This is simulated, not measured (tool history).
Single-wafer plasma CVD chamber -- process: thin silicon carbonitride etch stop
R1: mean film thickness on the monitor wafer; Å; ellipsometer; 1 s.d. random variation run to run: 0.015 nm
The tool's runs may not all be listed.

{"run": 1, "day": 0.0, "RF power (W)": 225, "deposition time (s)": 7.39, "R1": 41.281}
{"run": 2, "day": 0.254, "RF power (W)": 225, "deposition time (s)": 6.95, "R1": 39.317}
{"run": 3, "day": 0.333, "RF power (W)": 225, "deposition time (s)": 7.57, "R1": 42.514}
{"run": 4, "day": 0.45, "RF power (W)": 235, "deposition time (s)": 7.6, "R1": 43.384}
{"run": 5, "day": 0.788, "RF power (W)": 235, "deposition time (s)": 6.72, "R1": 38.266}
{"day": 1.029, "done": "RF generator calibrated"}
{"run": 6, "day": 1.029, "RF power (W)": 220, "deposition time (s)": 6.72, "R1": 38.012}
{"run": 7, "day": 1.35, "RF power (W)": 230, "deposition time (s)": 7.04, "R1": 40.529}

Run 8 comes next. What will it give?
{"run": 8, "day": 1.454, "RF power (W)": 245, "deposition time (s)": 7.08, "R1": "?"}

R1: 41.697 Å

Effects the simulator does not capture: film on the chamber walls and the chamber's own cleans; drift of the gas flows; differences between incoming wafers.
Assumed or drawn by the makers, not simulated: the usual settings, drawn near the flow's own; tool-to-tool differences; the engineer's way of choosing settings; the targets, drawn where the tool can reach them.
